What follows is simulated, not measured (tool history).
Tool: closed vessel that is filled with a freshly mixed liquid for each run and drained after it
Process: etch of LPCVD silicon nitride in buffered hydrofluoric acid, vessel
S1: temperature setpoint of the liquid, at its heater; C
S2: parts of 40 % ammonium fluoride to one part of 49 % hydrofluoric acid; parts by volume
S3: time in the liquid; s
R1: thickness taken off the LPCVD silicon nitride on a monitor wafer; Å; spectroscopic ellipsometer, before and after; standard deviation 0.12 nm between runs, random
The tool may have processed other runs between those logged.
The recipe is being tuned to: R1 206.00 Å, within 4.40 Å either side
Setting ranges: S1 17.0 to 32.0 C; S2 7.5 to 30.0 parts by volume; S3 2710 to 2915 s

run    day    S1    S2    S3      R1
  1  0.000  25.0  22.0  2710  185.48
  2  0.300  25.5  22.0  2710  189.95
  3  0.446  25.5  25.5  2710  170.90
  4  0.642  26.0  25.5  2710  175.17
  5  0.996  26.0  27.5  2710  166.06
  6  1.271  26.0  27.5  2710  167.23
  7  1.404  26.5  27.5  2710  170.29
  8  1.688  27.0  27.5  2710  177.55
  9  1.892  27.5  27.5  2710  180.62
 10  2.000  28.0  27.5  2710  183.51
 11  2.088  28.5  27.5  2710  191.58
 12  2.467  29.0  27.5  2710  195.91

Exactly one of the 4 candidate moves below puts every result within its allowed miss. Which one?
  A  2.846  28.5  28.5  2750   ?
  B  2.846  26.0  23.0  2815   ?
  C  2.846  28.5  26.0  2795   ?
  D  2.846  29.0  28.5  2820   ?

move      R1
   A  189.08
   B  195.94
   C  204.62
   D  199.15
A: the biggest miss grows against the last run
B: about as far from the targets as the last run
C: all results in spec
D: closes in on the targets versus the last run, not all within tolerance yet
The move that meets every target is C.
